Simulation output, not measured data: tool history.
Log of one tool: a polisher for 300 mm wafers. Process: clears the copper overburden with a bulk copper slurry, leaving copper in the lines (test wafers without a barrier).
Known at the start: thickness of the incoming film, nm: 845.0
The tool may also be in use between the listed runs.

run	hour	flow of slurry (ml/min)	pressure of the wafer on the pad (psi)	speed of the pad under the wafer (cm/s)	abrasive content of the slurry	overpolish time after the end point (s)	time until the end point was called (s)	dishing of a wide line in a test structure (Å)
1	0.0	175	1.8	86	1.00	9	191.23	234.160
2	6.2	175	1.8	86	1.10	9	187.83	242.610
3	15.2	175	1.8	72	1.10	9	228.48	211.660
4	22.1	175	1.8	58	1.10	9	272.20	185.620
5	29.0	180	1.8	60	1.00	8	278.67	168.150
6	33.6	180	1.9	64	0.95	7	244.41	171.460
7	39.4	200	1.6	88	1.20	3	203.07	95.534

The next listed run, before its measurement:
8	43.4	200	1.6	88	1.20	3	?	?

Run 8 gave time until the end point was called (s) 197.12, dishing of a wide line in a test structure (Å) 97.470.
